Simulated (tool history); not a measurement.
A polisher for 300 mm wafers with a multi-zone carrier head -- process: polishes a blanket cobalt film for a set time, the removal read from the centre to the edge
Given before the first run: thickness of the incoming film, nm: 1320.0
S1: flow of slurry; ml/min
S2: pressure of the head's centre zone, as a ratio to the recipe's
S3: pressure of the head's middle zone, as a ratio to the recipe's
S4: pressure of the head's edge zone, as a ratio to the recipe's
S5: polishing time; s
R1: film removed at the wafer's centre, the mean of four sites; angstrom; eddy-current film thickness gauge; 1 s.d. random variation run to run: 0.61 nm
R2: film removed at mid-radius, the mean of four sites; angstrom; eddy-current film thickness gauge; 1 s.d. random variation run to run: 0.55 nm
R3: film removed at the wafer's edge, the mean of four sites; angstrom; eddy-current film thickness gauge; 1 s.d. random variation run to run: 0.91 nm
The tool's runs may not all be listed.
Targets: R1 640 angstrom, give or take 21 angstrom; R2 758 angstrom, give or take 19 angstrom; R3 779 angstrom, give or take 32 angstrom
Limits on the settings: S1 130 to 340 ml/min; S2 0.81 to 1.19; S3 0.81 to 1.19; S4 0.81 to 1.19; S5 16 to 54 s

{"run": 1, "hour": 0.0, "S1": 220, "S2": 1, "S3": 1, "S4": 1, "S5": 35, "R1": 1231.8, "R2": 1258.2, "R3": 1281.1}
{"run": 2, "hour": 2.2, "S1": 215, "S2": 0.97, "S3": 0.99, "S4": 0.99, "S5": 33, "R1": 1118.6, "R2": 1161.2, "R3": 1173.9}
{"run": 3, "hour": 9.4, "S1": 205, "S2": 0.95, "S3": 0.99, "S4": 1, "S5": 31, "R1": 1015.6, "R2": 1078.5, "R3": 1093.1}
{"run": 4, "hour": 12.6, "S1": 175, "S2": 0.95, "S3": 0.99, "S4": 1, "S5": 31, "R1": 979.76, "R2": 1049.8, "R3": 1078.1}
{"run": 5, "hour": 18.0, "S1": 150, "S2": 0.95, "S3": 0.99, "S4": 1, "S5": 31, "R1": 919.42, "R2": 1001, "R3": 1050.2}
{"run": 6, "hour": 22.6, "S1": 150, "S2": 0.95, "S3": 0.99, "S4": 1, "S5": 26, "R1": 766.44, "R2": 832.04, "R3": 870.71}
{"run": 7, "hour": 30.7, "S1": 150, "S2": 0.93, "S3": 0.99, "S4": 0.99, "S5": 26, "R1": 750.42, "R2": 842.97, "R3": 843.17}
{"run": 8, "hour": 32.5, "S1": 145, "S2": 0.92, "S3": 0.98, "S4": 0.99, "S5": 26, "R1": 722.73, "R2": 816.05, "R3": 853.33}
{"run": 9, "hour": 34.8, "S1": 145, "S2": 0.91, "S3": 0.97, "S4": 0.98, "S5": 26, "R1": 743.17, "R2": 820.71, "R3": 868.48}
{"run": 10, "hour": 42.3, "S1": 145, "S2": 0.9, "S3": 0.97, "S4": 0.98, "S5": 26, "R1": 734.22, "R2": 826.35, "R3": 866.27}
{"run": 11, "hour": 51.1, "S1": 145, "S2": 0.89, "S3": 0.97, "S4": 0.97, "S5": 26, "R1": 704.84, "R2": 821.22, "R3": 851.42}
{"run": 12, "hour": 60.0, "S1": 145, "S2": 0.89, "S3": 0.97, "S4": 0.97, "S5": 26, "R1": 720.37, "R2": 825.03, "R3": 835.44}
{"run": 13, "hour": 67.4, "S1": 145, "S2": 0.88, "S3": 0.96, "S4": 0.97, "S5": 26, "R1": 709.49, "R2": 811.22, "R3": 853.91}
{"run": 14, "hour": 72.1, "S1": 145, "S2": 0.87, "S3": 0.96, "S4": 0.96, "S5": 26, "R1": 691.55, "R2": 810.12, "R3": 836.68}
{"run": 15, "hour": 77.8, "S1": 145, "S2": 0.87, "S3": 0.95, "S4": 0.95, "S5": 26, "R1": 700.56, "R2": 800.13, "R3": 845.87}
{"run": 16, "hour": 83.5, "S1": 145, "S2": 0.86, "S3": 0.95, "S4": 0.94, "S5": 26, "R1": 693.51, "R2": 798.17, "R3": 845.51}
{"run": 17, "hour": 85.9, "S1": 145, "S2": 0.86, "S3": 0.95, "S4": 0.93, "S5": 26, "R1": 694.42, "R2": 806.14, "R3": 832.67}
{"hour": 91.7, "done": "slurry nozzle cleaned"}
{"run": 18, "hour": 91.7, "S1": 145, "S2": 0.85, "S3": 0.95, "S4": 0.92, "S5": 26, "R1": 775.9, "R2": 882.55, "R3": 880.34}
{"run": 19, "hour": 98.3, "S1": 150, "S2": 0.85, "S3": 0.95, "S4": 0.92, "S5": 26, "R1": 790.48, "R2": 898.84, "R3": 889.85}
{"run": 20, "hour": 99.1, "S1": 155, "S2": 0.83, "S3": 0.94, "S4": 0.94, "S5": 24, "R1": 710.89, "R2": 825.58, "R3": 850.93}
{"run": 21, "hour": 103.2, "S1": 150, "S2": 0.83, "S3": 0.94, "S4": 0.94, "S5": 24, "R1": 698.97, "R2": 822.57, "R3": 829.84}
{"run": 22, "hour": 111.1, "S1": 145, "S2": 0.83, "S3": 0.94, "S4": 0.94, "S5": 24, "R1": 703.74, "R2": 812.42, "R3": 832.18}
{"run": 23, "hour": 116.9, "S1": 145, "S2": 0.81, "S3": 0.94, "S4": 0.96, "S5": 21, "R1": 603.49, "R2": 713.53, "R3": 738.97}

Consider the 4 candidate settings below. Which is the only one whose results all fall within their allowed miss of target?
{"run": "A", "hour": 122.7, "S1": 180, "S2": 0.81, "S3": 0.88, "S4": 1.06, "S5": 21, "R1": "?", "R2": "?", "R3": "?"}
{"run": "B", "hour": 122.7, "S1": 155, "S2": 0.86, "S3": 0.89, "S4": 1.08, "S5": 20, "R1": "?", "R2": "?", "R3": "?"}
{"run": "C", "hour": 122.7, "S1": 155, "S2": 0.81, "S3": 0.93, "S4": 0.95, "S5": 22, "R1": "?", "R2": "?", "R3": "?"}
{"run": "D", "hour": 122.7, "S1": 260, "S2": 0.86, "S3": 1.07, "S4": 0.81, "S5": 19, "R1": "?", "R2": "?", "R3": "?"}

move=A R1=633.42 R2=722.36 R3=799.99
move=B R1=615.17 R2=672.69 R3=752.17
move=C R1=641.58 R2=764.31 R3=777.01
move=D R1=643.55 R2=798.1 R3=663.92
A: closer than the last run, but not yet in spec
B: misses by more than the last run did
C: all results in spec
D: the result that was furthest off in the last run now lies on the other side of its target
C meets every target.
